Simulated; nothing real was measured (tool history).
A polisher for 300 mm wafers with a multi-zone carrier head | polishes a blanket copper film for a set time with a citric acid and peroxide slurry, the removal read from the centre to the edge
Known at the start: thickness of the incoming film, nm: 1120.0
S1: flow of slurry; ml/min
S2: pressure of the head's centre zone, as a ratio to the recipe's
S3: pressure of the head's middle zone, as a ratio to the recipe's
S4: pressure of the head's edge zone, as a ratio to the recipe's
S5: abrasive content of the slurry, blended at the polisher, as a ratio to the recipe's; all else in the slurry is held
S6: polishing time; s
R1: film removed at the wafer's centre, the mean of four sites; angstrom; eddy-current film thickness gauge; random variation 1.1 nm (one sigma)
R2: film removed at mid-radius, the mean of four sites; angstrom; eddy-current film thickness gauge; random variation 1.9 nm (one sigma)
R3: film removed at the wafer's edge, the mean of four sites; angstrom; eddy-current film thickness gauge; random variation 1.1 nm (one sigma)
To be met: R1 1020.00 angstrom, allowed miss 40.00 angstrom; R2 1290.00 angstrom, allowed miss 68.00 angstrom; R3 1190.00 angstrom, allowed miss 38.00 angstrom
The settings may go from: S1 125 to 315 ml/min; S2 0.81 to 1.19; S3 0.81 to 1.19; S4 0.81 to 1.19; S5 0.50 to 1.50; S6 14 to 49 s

run	hour	S1	S2	S3	S4	S5	S6	R1	R2	R3
1	0.0	205	1.00	1.00	1.00	1.00	31	912.42	944.41	924.26
2	3.0	205	1.05	1.00	1.00	1.00	31	950.78	914.99	913.16
3	10.3	205	1.00	1.00	1.00	1.00	31	910.46	932.67	918.90
4	18.9	205	1.00	1.00	1.00	1.00	27	797.83	840.45	804.58
5	27.7	205	1.00	1.00	1.00	0.85	27	762.16	769.30	772.54
6	30.0	210	0.98	1.00	1.03	1.00	28	805.91	865.56	836.89
7	37.2	205	0.96	0.99	1.04	1.10	29	831.26	882.42	889.78
8	42.4	205	0.95	1.01	1.05	1.20	30	865.50	953.15	928.57
9	48.9	225	0.88	1.08	1.15	1.45	36	999.37	1269.90	1227.30

Which of these 5 next moves meets every target?
A	55.4	185	0.87	0.97	1.19	1.45	37	?	?	?
B	55.4	260	0.95	1.07	1.14	1.35	36	?	?	?
C	55.4	190	0.85	1.00	1.19	1.45	37	?	?	?
D	55.4	175	0.81	1.13	1.19	1.30	39	?	?	?
E	55.4	175	0.89	1.08	1.07	1.50	37	?	?	?

move	R1	R2	R3
A	982.83	1170.90	1245.40
B	1078.10	1257.00	1205.50
C	964.04	1201.70	1248.30
D	935.66	1342.60	1274.40
E	1004.70	1267.00	1186.60
A: further off than the last run
B: brings the result that was furthest off to its target, and leaves another outside
C: further off than the last run
D: further off than the last run
E: meets every target
Answer: E

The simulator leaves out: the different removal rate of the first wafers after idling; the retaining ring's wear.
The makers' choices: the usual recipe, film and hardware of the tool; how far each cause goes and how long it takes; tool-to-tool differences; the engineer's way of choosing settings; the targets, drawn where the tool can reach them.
